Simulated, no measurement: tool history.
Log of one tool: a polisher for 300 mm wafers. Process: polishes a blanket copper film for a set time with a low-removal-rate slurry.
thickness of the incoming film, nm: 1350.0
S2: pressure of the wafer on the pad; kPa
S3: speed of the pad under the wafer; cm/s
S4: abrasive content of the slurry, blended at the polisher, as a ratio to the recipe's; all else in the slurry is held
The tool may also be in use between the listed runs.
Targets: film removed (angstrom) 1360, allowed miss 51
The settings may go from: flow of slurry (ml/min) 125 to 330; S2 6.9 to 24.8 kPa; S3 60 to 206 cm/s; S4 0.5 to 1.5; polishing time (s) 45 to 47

run 1 hour=0 | flow_of_slurry_(ml/min)=210 S2=15.9 S3=132 S4=1 polishing_time_(s)=45 | film_removed_(angstrom)=1647.1
run 2 hour=6.5 | flow_of_slurry_(ml/min)=210 S2=18.6 S3=132 S4=1 polishing_time_(s)=45 | film_removed_(angstrom)=1943.8
run 3 hour=9.4 | flow_of_slurry_(ml/min)=210 S2=16.5 S3=132 S4=1 polishing_time_(s)=45 | film_removed_(angstrom)=1741.5
run 4 hour=18.3 | flow_of_slurry_(ml/min)=210 S2=16.5 S3=132 S4=0.9 polishing_time_(s)=45 | film_removed_(angstrom)=1698.3
run 5 hour=18.8 | flow_of_slurry_(ml/min)=210 S2=16.5 S3=144 S4=0.9 polishing_time_(s)=45 | film_removed_(angstrom)=1806.1
run 6 hour=24.5 | flow_of_slurry_(ml/min)=210 S2=16.5 S3=144 S4=0.9 polishing_time_(s)=45 | film_removed_(angstrom)=1842.6
run 7 hour=31.8 | flow_of_slurry_(ml/min)=210 S2=15.2 S3=144 S4=0.9 polishing_time_(s)=45 | film_removed_(angstrom)=1708.1
run 8 hour=37 | flow_of_slurry_(ml/min)=210 S2=14.5 S3=144 S4=0.9 polishing_time_(s)=45 | film_removed_(angstrom)=1628.3
run 9 hour=44.3 | flow_of_slurry_(ml/min)=205 S2=11 S3=142 S4=0.9 polishing_time_(s)=45 | film_removed_(angstrom)=1237.7
run 10 hour=49.4 | flow_of_slurry_(ml/min)=210 S2=11 S3=142 S4=0.9 polishing_time_(s)=45 | film_removed_(angstrom)=1227.4
run 11 hour=56.3 | flow_of_slurry_(ml/min)=210 S2=13.1 S3=142 S4=0.9 polishing_time_(s)=45 | film_removed_(angstrom)=1460.5
run 12 hour=57.4 | flow_of_slurry_(ml/min)=205 S2=13.1 S3=142 S4=0.9 polishing_time_(s)=45 | film_removed_(angstrom)=1467.5
run 13 hour=59.7 | flow_of_slurry_(ml/min)=205 S2=11.7 S3=142 S4=0.9 polishing_time_(s)=45 | film_removed_(angstrom)=1276.7
run 14 hour=64.3 | flow_of_slurry_(ml/min)=210 S2=11.7 S3=142 S4=0.9 polishing_time_(s)=45 | film_removed_(angstrom)=1301.4

4 next moves are on the table. One of them brings every result within its allowed miss. Which?
run A hour=68.9 | flow_of_slurry_(ml/min)=215 S2=17.2 S3=88 S4=1.2 polishing_time_(s)=45 | film_removed_(angstrom)=?
run B hour=68.9 | flow_of_slurry_(ml/min)=245 S2=8.3 S3=182 S4=0.9 polishing_time_(s)=47 | film_removed_(angstrom)=?
run C hour=68.9 | flow_of_slurry_(ml/min)=265 S2=11.7 S3=138 S4=0.7 polishing_time_(s)=45 | film_removed_(angstrom)=?
run D hour=68.9 | flow_of_slurry_(ml/min)=205 S2=11.7 S3=148 S4=1 polishing_time_(s)=45 | film_removed_(angstrom)=?

move=A film_removed_(angstrom)=1253.8
move=B film_removed_(angstrom)=1244.1
move=C film_removed_(angstrom)=1210.2
move=D film_removed_(angstrom)=1364.4
A: further off than the last run
B: further off than the last run
C: further off than the last run
D: meets every target
Move D is the one to make.
